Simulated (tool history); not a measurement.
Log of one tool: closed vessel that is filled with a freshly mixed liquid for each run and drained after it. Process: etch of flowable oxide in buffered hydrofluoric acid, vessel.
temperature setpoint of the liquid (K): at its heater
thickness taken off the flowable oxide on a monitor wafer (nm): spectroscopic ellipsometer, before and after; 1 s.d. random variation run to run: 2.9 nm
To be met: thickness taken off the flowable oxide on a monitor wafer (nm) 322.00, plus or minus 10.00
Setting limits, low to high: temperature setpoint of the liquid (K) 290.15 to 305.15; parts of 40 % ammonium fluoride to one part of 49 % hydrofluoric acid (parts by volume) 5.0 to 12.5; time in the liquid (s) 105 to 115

run  hour  temperature setpoint of the liquid (K)  parts of 40 % ammonium fluoride to one part of 49 % hydrofluoric acid (parts by volume)  time in the liquid (s)  thickness taken off the flowable oxide on a monitor wafer (nm)
  1   0.0                                  298.15                                                                                      7.5                     105                                                          242.46
  2   5.0                                  299.65                                                                                      7.5                     105                                                          262.68
  3   9.1                                  299.65                                                                                      7.5                     115                                                          287.21
  4  12.4                                  300.65                                                                                      7.5                     115                                                          304.72
  5  20.1                                  300.65                                                                                      7.5                     105                                                          277.87
  6  24.7                                  301.65                                                                                      7.5                     105                                                          289.45
  7  29.5                                  302.15                                                                                      7.5                     105                                                          300.13
  8  32.7                                  302.65                                                                                      7.5                     105                                                          303.36

Below are 4 possible settings for the next run. Only one of them brings all results inside the allowed miss of their targets. Which is it?
  A  35.9                                  302.15                                                                                      7.5                     105                                                               ?
  B  35.9                                  304.15                                                                                      8.5                     115                                                               ?
  C  35.9                                  300.65                                                                                      7.5                     105                                                               ?
  D  35.9                                  299.15                                                                                      7.0                     115                                                               ?

move  thickness taken off the flowable oxide on a monitor wafer (nm)
   A                                                          298.09
   B                                                          322.03
   C                                                          275.32
   D                                                          299.87
A: misses by more than the last run did
B: in spec on every target
C: misses by more than the last run did
D: misses by more than the last run did
Answer: B
